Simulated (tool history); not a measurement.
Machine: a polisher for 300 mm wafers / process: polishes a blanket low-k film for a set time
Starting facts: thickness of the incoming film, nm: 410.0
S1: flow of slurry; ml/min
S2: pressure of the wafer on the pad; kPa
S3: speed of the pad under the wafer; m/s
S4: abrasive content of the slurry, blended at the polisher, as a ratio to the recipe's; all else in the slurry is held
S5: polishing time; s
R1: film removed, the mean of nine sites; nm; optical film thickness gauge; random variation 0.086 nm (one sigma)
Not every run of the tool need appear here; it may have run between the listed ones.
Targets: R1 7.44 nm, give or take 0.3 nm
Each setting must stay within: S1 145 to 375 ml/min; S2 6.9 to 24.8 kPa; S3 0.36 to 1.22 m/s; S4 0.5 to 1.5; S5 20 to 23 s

{"run": 1, "hour": 0.0, "S1": 240, "S2": 15.9, "S3": 0.78, "S4": 1, "S5": 23, "R1": 9.7063}
{"run": 2, "hour": 3.4, "S1": 240, "S2": 15.9, "S3": 0.66, "S4": 1, "S5": 23, "R1": 8.2868}
{"run": 3, "hour": 7.6, "S1": 240, "S2": 15.9, "S3": 0.8, "S4": 1, "S5": 23, "R1": 9.7156}
{"run": 4, "hour": 9.2, "S1": 240, "S2": 15.9, "S3": 0.8, "S4": 1, "S5": 20, "R1": 8.4999}
{"run": 5, "hour": 9.9, "S1": 240, "S2": 15.9, "S3": 0.8, "S4": 1.15, "S5": 20, "R1": 8.889}
{"run": 6, "hour": 13.6, "S1": 240, "S2": 15.9, "S3": 0.8, "S4": 1.3, "S5": 20, "R1": 9.248}
{"hour": 15.0, "done": "head pressure recalibrated"}
{"run": 7, "hour": 15.0, "S1": 240, "S2": 15.2, "S3": 0.8, "S4": 1.3, "S5": 20, "R1": 9.4343}
{"run": 8, "hour": 17.6, "S1": 240, "S2": 13.8, "S3": 0.8, "S4": 1.3, "S5": 20, "R1": 8.5491}
{"run": 9, "hour": 21.3, "S1": 240, "S2": 13.1, "S3": 0.8, "S4": 1.3, "S5": 20, "R1": 8.0394}

4 candidate next runs follow, results not yet known. Just one meets every target within its allowed miss. Identify it.
{"run": "A", "hour": 25.0, "S1": 240, "S2": 13.8, "S3": 0.76, "S4": 1.3, "S5": 20, "R1": "?"}
{"run": "B", "hour": 25.0, "S1": 285, "S2": 10.3, "S3": 0.88, "S4": 1.5, "S5": 20, "R1": "?"}
{"run": "C", "hour": 25.0, "S1": 265, "S2": 16.5, "S3": 0.54, "S4": 1.25, "S5": 22, "R1": "?"}
{"run": "D", "hour": 25.0, "S1": 285, "S2": 12.4, "S3": 0.82, "S4": 1.3, "S5": 21, "R1": "?"}

move=A R1=8.1479
move=B R1=7.3763
move=C R1=8.122
move=D R1=8.3549
A: moves away from the targets compared with the last run
B: hits every target within its allowed miss
C: moves away from the targets compared with the last run
D: moves away from the targets compared with the last run
The move that meets every target is B.
